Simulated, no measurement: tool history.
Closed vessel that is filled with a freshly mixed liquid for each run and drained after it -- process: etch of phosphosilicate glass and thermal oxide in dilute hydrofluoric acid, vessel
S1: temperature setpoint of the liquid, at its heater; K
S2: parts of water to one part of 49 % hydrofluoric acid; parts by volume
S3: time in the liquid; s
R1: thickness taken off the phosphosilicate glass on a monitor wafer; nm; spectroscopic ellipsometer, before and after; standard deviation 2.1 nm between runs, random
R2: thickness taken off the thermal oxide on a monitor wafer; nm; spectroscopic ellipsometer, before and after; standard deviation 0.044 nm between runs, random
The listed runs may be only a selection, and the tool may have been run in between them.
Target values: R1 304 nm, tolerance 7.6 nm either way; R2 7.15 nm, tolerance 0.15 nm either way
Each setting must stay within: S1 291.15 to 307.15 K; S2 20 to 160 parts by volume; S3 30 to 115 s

run 1 day=0 | S1=299.15 S2=90 S3=60 | R1=142.46 R2=3.3073
run 2 day=0.35 | S1=301.65 S2=90 S3=60 | R1=157.62 R2=3.7234
run 3 day=0.429 | S1=301.65 S2=60 S3=60 | R1=247.12 R2=5.6635
run 4 day=0.521 | S1=303.15 S2=60 S3=60 | R1=258.09 R2=6.0658
run 5 day=0.679 | S1=303.65 S2=60 S3=60 | R1=264.83 R2=6.2478
run 6 day=0.8 | S1=304.15 S2=60 S3=60 | R1=270.24 R2=6.3435
run 7 day=1.062 | S1=304.65 S2=60 S3=60 | R1=273.95 R2=6.4597
run 8 day=1.129 | S1=305.15 S2=60 S3=60 | R1=276.22 R2=6.5726
run 9 day=1.196 | S1=305.15 S2=60 S3=60 | R1=282.74 R2=6.6432
run 10 day=1.362 | S1=305.65 S2=60 S3=60 | R1=289.5 R2=6.7319
run 11 day=1.638 | S1=306.15 S2=60 S3=60 | R1=288.63 R2=6.8246
run 12 day=1.888 | S1=306.65 S2=60 S3=60 | R1=293.65 R2=7.0084

Which single option among these 4 for the next run brings every result within its allowed miss of target? Just one does.
run A day=2.138 | S1=305.65 S2=60 S3=60 | R1=? R2=?
run B day=2.138 | S1=306.65 S2=50 S3=50 | R1=? R2=?
run C day=2.138 | S1=307.15 S2=80 S3=80 | R1=? R2=?
run D day=2.138 | S1=306.15 S2=70 S3=70 | R1=? R2=?

move=A R1=285.29 R2=6.7211
move=B R1=301.27 R2=7.0976
move=C R1=292.25 R2=6.8849
move=D R1=286.12 R2=6.7406
A: moves away from the targets compared with the last run
B: every result lands within tolerance
C: moves away from the targets compared with the last run
D: moves away from the targets compared with the last run
The right move is B.

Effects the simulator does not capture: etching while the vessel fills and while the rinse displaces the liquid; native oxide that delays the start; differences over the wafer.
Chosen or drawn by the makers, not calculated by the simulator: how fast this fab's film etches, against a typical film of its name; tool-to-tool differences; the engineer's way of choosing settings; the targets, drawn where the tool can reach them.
